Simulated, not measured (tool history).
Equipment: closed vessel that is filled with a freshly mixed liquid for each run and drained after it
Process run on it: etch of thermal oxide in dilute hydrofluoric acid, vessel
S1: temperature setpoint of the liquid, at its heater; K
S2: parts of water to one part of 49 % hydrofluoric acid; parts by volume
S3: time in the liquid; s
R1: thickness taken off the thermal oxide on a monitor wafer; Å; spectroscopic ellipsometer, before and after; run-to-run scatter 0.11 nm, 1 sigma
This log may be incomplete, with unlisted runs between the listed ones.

run  hour      S1  S2   S3      R1
  1     0  298.15  85  215  123.14
  2   8.2  300.65  85  215  136.49
  3  13.3  300.65  85  215  137.03
  4  21.9  302.65  85  215  146.75
  5  26.2  303.65  75  215  176.57
  6  32.4  304.15  65  215  210.55
  7  33.2  306.15  35  215  439.87
  8    38  304.65  35  215  417.56
  9  39.8  303.15  35  215  390.68
 10  44.4  302.15  35  215  376.15

Estimate the outcome of run 11 from the log above:
 11  53.2  301.65  35  215   ?

{"run 11": {"R1": 370.44}}
